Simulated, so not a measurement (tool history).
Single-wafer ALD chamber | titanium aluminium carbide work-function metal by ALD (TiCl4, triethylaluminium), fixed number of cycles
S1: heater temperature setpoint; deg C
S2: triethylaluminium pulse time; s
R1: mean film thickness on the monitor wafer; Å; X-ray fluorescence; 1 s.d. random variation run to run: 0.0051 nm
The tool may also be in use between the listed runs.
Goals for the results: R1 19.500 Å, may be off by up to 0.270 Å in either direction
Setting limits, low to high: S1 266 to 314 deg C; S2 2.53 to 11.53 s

run 1 hour=0.0 | S1=290 S2=7.03 | R1=17.696
run 2 hour=0.5 | S1=295 S2=7.15 | R1=18.082
run 3 hour=6.9 | S1=295 S2=5.18 | R1=16.550
run 4 hour=13.0 | S1=299 S2=5.79 | R1=17.484
run 5 hour=17.5 | S1=294 S2=5.79 | R1=17.141
run 6 hour=19.7 | S1=298 S2=6.22 | R1=17.783
run 7 hour=25.1 | S1=302 S2=6.31 | R1=18.203
run 8 hour=32.0 | S1=305 S2=6.38 | R1=18.510
run 9 hour=32.6 | S1=307 S2=6.45 | R1=18.852
run 10 hour=35.0 | S1=308 S2=6.47 | R1=18.840
run 11 hour=43.6 | S1=309 S2=6.52 | R1=19.027

Pick the move, out of 5, that brings all results within their allowed miss; only one does.
run A hour=52.2 | S1=308 S2=6.58 | R1=?
run B hour=52.2 | S1=299 S2=6.82 | R1=?
run C hour=52.2 | S1=314 S2=5.23 | R1=?
run D hour=52.2 | S1=313 S2=6.74 | R1=?
run E hour=52.2 | S1=309 S2=6.58 | R1=?

move=A R1=18.948
move=B R1=18.303
move=C R1=18.168
move=D R1=19.521
move=E R1=19.039
A: lands further from the targets than the last run did
B: lands further from the targets than the last run did
C: lands further from the targets than the last run did
D: all results land within tolerance of their targets
E: roughly where the last run was
D is the move that brings every result within its allowed miss.

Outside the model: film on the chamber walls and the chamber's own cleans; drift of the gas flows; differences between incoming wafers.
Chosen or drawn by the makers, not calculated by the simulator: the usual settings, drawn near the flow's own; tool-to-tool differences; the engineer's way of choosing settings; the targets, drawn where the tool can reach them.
